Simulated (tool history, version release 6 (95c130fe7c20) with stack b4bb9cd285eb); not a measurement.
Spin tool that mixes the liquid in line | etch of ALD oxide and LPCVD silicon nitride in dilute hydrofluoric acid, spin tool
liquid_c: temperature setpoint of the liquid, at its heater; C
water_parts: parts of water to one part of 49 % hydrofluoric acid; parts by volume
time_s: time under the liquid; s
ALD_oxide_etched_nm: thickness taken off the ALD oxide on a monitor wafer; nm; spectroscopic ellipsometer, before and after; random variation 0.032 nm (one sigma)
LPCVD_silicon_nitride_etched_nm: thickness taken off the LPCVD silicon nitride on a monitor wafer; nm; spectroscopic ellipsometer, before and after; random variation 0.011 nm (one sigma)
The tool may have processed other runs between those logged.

| run | hour | liquid_c | water_parts | time_s | ALD_oxide_etched_nm | LPCVD_silicon_nitride_etched_nm |
|---|---|---|---|---|---|---|
| 1 | 0 | 22 | 175 | 70 | 7.5693 | 0.17001 |
| 2 | 2.6 | 24 | 175 | 70 | 8.2144 | 0.1723 |
| 3 | 4.7 | 26.5 | 175 | 70 | 8.9916 | 0.15322 |
| 4 | 5.4 | 25.5 | 185 | 70 | 8.045 | 0.17566 |
| 5 | 12.5 | 25.5 | 185 | 95 | 10.99 | 0.2686 |
| 6 | 19.2 | 25 | 200 | 95 | 9.7395 | 0.23262 |
| 7 | 21.8 | 24 | 210 | 95 | 8.8774 | 0.18756 |
| 8 | 27.5 | 23 | 220 | 95 | 8.0586 | 0.19239 |
| 9 | 32.8 | 19 | 290 | 95 | 4.9529 | 0.13021 |
| 10 | 36.2 | 18 | 300 | 95 | 4.6275 | 0.10449 |

Expected results for the next run?
| 11 | 41.6 | 18 | 300 | 95 | ? | ? |

ALD_oxide_etched_nm: 4.5911 nm
LPCVD_silicon_nitride_etched_nm: 0.067487 nm

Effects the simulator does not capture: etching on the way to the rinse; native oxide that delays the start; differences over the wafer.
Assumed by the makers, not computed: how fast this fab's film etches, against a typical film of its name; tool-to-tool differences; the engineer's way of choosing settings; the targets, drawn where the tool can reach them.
